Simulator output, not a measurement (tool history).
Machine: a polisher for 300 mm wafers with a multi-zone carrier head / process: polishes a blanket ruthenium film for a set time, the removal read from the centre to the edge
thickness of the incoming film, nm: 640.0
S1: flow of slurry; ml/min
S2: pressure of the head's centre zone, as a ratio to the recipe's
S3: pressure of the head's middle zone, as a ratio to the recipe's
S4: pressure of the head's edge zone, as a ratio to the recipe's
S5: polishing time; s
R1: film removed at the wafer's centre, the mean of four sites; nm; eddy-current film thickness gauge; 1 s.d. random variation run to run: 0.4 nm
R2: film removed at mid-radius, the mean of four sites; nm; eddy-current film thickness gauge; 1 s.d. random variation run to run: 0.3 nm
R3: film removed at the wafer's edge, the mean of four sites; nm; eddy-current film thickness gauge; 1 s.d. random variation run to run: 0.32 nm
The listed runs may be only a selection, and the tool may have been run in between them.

run  hour   S1    S2    S3    S4  S5      R1      R2      R3
  1     0  250     1     1     1  53  49.661  49.427  50.087
  2   8.9  245  0.97  1.01  0.98  50  45.545  47.196  47.206
  3   9.5  245  0.97  1.01  1.07  50   44.77  45.784   48.17
  4  11.7  245  0.95  1.02  1.04  47  41.843  43.926  45.261
  5    16  245  0.95  1.07  1.04  47  42.344  45.583  44.975
  6  21.9  245  0.95  1.07  1.04  52  46.206  49.811  50.346
  7  23.8  245  0.95  1.07  1.04  52  45.729  50.413  49.216
  8  27.5  245  0.95  1.07  1.04  52  46.989  49.778  50.692
  9  28.4  245  0.95  1.07  1.04  52  47.316  49.722  49.913

Expected results for the next run?
 10    30  245  0.94  1.07  1.02  48   ?   ?   ?

R1: 41.119 nm
R2: 46.499 nm
R3: 45.698 nm
